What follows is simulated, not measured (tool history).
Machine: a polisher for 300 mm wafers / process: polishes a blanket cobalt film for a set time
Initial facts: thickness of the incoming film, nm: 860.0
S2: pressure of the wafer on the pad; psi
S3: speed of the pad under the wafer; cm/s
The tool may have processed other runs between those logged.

{"run": 1, "hour": 0.0, "flow of slurry (ml/min)": 130, "S2": 2.3, "S3": 130, "polishing time (s)": 26, "film removed (Å)": 1581.3}
{"run": 2, "hour": 2.5, "flow of slurry (ml/min)": 130, "S2": 2.3, "S3": 162, "polishing time (s)": 26, "film removed (Å)": 1849.2}
{"run": 3, "hour": 4.1, "flow of slurry (ml/min)": 125, "S2": 2.1, "S3": 160, "polishing time (s)": 26, "film removed (Å)": 1665.5}
{"run": 4, "hour": 4.8, "flow of slurry (ml/min)": 100, "S2": 2.1, "S3": 160, "polishing time (s)": 26, "film removed (Å)": 1577.3}
{"run": 5, "hour": 8.8, "flow of slurry (ml/min)": 100, "S2": 2, "S3": 160, "polishing time (s)": 26, "film removed (Å)": 1512.8}
{"run": 6, "hour": 17.4, "flow of slurry (ml/min)": 100, "S2": 2, "S3": 160, "polishing time (s)": 24, "film removed (Å)": 1380.9}
{"run": 7, "hour": 25.3, "flow of slurry (ml/min)": 100, "S2": 1.9, "S3": 160, "polishing time (s)": 24, "film removed (Å)": 1316.3}
{"hour": 27.9, "done": "worn pad replaced by a new one"}
{"run": 8, "hour": 27.9, "flow of slurry (ml/min)": 100, "S2": 1.8, "S3": 160, "polishing time (s)": 24, "film removed (Å)": 1381.6}
{"run": 9, "hour": 33.3, "flow of slurry (ml/min)": 95, "S2": 1.7, "S3": 156, "polishing time (s)": 24, "film removed (Å)": 1268.4}

Estimate the outcome of run 10 from the log above:
{"run": 10, "hour": 35.4, "flow of slurry (ml/min)": 95, "S2": 1.7, "S3": 156, "polishing time (s)": 24, "film removed (Å)": "?"}

{"run 10": {"film removed (Å)": 1273.6}}
